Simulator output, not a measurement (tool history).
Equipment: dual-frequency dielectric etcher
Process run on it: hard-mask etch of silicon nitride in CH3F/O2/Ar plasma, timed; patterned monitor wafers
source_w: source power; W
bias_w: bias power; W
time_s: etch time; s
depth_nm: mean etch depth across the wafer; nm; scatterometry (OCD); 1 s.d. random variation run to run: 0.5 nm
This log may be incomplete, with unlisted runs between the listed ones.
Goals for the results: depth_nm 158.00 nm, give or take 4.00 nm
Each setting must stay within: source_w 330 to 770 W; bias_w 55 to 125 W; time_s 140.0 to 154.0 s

{"run": 1, "day": 0.0, "source_w": 550, "bias_w": 90, "time_s": 154.0, "depth_nm": 132.52}
{"run": 2, "day": 0.346, "source_w": 570, "bias_w": 92, "time_s": 154.0, "depth_nm": 137.97}
{"run": 3, "day": 0.462, "source_w": 590, "bias_w": 92, "time_s": 154.0, "depth_nm": 140.26}
{"run": 4, "day": 0.633, "source_w": 600, "bias_w": 92, "time_s": 154.0, "depth_nm": 141.75}
{"run": 5, "day": 0.846, "source_w": 540, "bias_w": 92, "time_s": 154.0, "depth_nm": 132.72}
{"run": 6, "day": 0.908, "source_w": 540, "bias_w": 92, "time_s": 140.0, "depth_nm": 121.28}
{"run": 7, "day": 1.075, "source_w": 560, "bias_w": 93, "time_s": 140.0, "depth_nm": 124.82}
{"run": 8, "day": 1.208, "source_w": 580, "bias_w": 94, "time_s": 140.0, "depth_nm": 127.37}
{"run": 9, "day": 1.454, "source_w": 600, "bias_w": 95, "time_s": 140.5, "depth_nm": 131.75}
{"run": 10, "day": 1.592, "source_w": 620, "bias_w": 96, "time_s": 140.5, "depth_nm": 135.16}
{"run": 11, "day": 1.742, "source_w": 640, "bias_w": 97, "time_s": 140.5, "depth_nm": 138.22}

4 candidate next runs follow, results not yet known. Just one meets every target within its allowed miss. Identify it.
{"run": "A", "day": 1.892, "source_w": 720, "bias_w": 113, "time_s": 140.0, "depth_nm": "?"}
{"run": "B", "day": 1.892, "source_w": 700, "bias_w": 100, "time_s": 143.0, "depth_nm": "?"}
{"run": "C", "day": 1.892, "source_w": 650, "bias_w": 105, "time_s": 144.0, "depth_nm": "?"}
{"run": "D", "day": 1.892, "source_w": 720, "bias_w": 90, "time_s": 148.5, "depth_nm": "?"}

move=A depth_nm=158.26
move=B depth_nm=149.88
move=C depth_nm=148.60
move=D depth_nm=149.83
A: each result inside its tolerance
B: nearer than the last run, and not there yet
C: nearer than the last run, and not there yet
D: nearer than the last run, and not there yet
The right move is A.
